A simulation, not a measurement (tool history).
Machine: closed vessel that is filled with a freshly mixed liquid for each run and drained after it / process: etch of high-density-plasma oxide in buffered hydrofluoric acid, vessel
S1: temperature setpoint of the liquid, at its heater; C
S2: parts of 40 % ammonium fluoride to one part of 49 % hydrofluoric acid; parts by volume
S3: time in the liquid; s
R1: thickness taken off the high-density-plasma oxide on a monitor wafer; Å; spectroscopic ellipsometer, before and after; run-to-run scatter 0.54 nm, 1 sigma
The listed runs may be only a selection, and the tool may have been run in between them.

run 1 hour=0.0 | S1=23.0 S2=23.5 S3=85 | R1=476.53
run 2 hour=0.9 | S1=21.5 S2=23.5 S3=85 | R1=433.80
run 3 hour=7.8 | S1=21.5 S2=23.5 S3=85 | R1=436.82
run 4 hour=8.8 | S1=19.5 S2=23.5 S3=85 | R1=392.13
run 5 hour=9.6 | S1=19.5 S2=18.0 S3=85 | R1=482.72
run 6 hour=10.1 | S1=21.0 S2=17.5 S3=85 | R1=538.20

Run 7 has not been measured yet. What should we expect?
run 7 hour=11.5 | S1=22.5 S2=17.0 S3=85 | R1=?

R1: 604.60 Å
